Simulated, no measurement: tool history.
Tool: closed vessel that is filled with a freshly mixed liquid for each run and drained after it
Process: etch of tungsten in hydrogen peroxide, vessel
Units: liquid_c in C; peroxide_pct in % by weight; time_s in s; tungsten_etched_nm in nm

| run | hour | liquid_c | peroxide_pct | time_s | tungsten_etched_nm |
|---|---|---|---|---|---|
| 1 | 0.0 | 55.0 | 16.5 | 100 | 89.917 |
| 2 | 6.0 | 54.5 | 16.5 | 100 | 87.290 |
| 3 | 7.2 | 54.5 | 14.5 | 100 | 82.501 |
| 4 | 14.0 | 54.5 | 14.5 | 105 | 86.316 |
| 5 | 19.4 | 54.5 | 12.0 | 105 | 78.389 |
| 6 | 21.4 | 54.0 | 12.0 | 105 | 76.509 |

Forecast run 7:
| 7 | 29.7 | 53.5 | 12.0 | 105 | ? |

Run 7 gave tungsten_etched_nm 74.293 nm.

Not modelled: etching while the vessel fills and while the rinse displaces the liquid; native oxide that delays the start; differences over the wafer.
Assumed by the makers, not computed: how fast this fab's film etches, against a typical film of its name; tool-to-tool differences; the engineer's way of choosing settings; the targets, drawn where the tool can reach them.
